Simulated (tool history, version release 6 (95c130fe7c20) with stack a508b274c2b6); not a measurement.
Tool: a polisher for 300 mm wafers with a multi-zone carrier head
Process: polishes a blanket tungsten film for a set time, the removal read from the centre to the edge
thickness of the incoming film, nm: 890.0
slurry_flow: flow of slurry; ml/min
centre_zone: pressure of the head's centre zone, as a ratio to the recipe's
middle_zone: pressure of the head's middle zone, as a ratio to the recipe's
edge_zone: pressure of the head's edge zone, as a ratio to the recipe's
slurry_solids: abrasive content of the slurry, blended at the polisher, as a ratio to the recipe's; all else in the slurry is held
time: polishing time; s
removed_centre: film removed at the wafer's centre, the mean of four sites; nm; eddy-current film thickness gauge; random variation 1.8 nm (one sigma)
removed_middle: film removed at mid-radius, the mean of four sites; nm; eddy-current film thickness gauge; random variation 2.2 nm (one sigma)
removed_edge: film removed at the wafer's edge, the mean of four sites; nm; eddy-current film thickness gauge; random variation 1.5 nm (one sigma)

Run 1, hour 0: slurry_flow 190 ml/min, centre_zone 1, middle_zone 1, edge_zone 1, slurry_solids 1, time 84 s. Result: removed_centre 255.79 nm, removed_middle 246.65 nm, removed_edge 247.69 nm.
Run 2, hour 3.5: slurry_flow 190 ml/min, centre_zone 1, middle_zone 1, edge_zone 1, slurry_solids 1.15, time 84 s. Result: removed_centre 260.91 nm, removed_middle 258.13 nm, removed_edge 253.25 nm.
Run 3, hour 8.1: slurry_flow 190 ml/min, centre_zone 0.95, middle_zone 1, edge_zone 1, slurry_solids 1.15, time 84 s. Result: removed_centre 250.36 nm, removed_middle 254.8 nm, removed_edge 256.98 nm.
Run 4, hour 12.1: slurry_flow 185 ml/min, centre_zone 0.92, middle_zone 1.02, edge_zone 0.98, slurry_solids 1.05, time 77 s. Result: removed_centre 213.06 nm, removed_middle 236.8 nm, removed_edge 226.1 nm.
Run 5, hour 18: slurry_flow 185 ml/min, centre_zone 0.92, middle_zone 1.02, edge_zone 1.04, slurry_solids 1.05, time 77 s. Result: removed_centre 215.74 nm, removed_middle 235.44 nm, removed_edge 233.78 nm.
Run 6, hour 18.9: slurry_flow 185 ml/min, centre_zone 0.92, middle_zone 1.1, edge_zone 1.04, slurry_solids 1.05, time 77 s. Result: removed_centre 215.93 nm, removed_middle 246.95 nm, removed_edge 230.16 nm.
Run 7, hour 24.9: slurry_flow 180 ml/min, centre_zone 0.91, middle_zone 1.08, edge_zone 1.03, slurry_solids 0.95, time 72 s. Result: removed_centre 195.42 nm, removed_middle 227.84 nm, removed_edge 209.29 nm.
Run 8, hour 29: slurry_flow 175 ml/min, centre_zone 0.9, middle_zone 1.05, edge_zone 1.02, slurry_solids 0.85, time 69 s. Result: removed_centre 178.25 nm, removed_middle 206.15 nm, removed_edge 199 nm.

The next listed run, before its measurement:
Run 9, hour 29.8: slurry_flow 170 ml/min, centre_zone 0.9, middle_zone 1.04, edge_zone 1, slurry_solids 0.75, time 66 s. Result: removed_centre ?, removed_middle ?, removed_edge ?.

{"run 9": {"removed_centre": 165.79, "removed_middle": 190.06, "removed_edge": 181.42}}
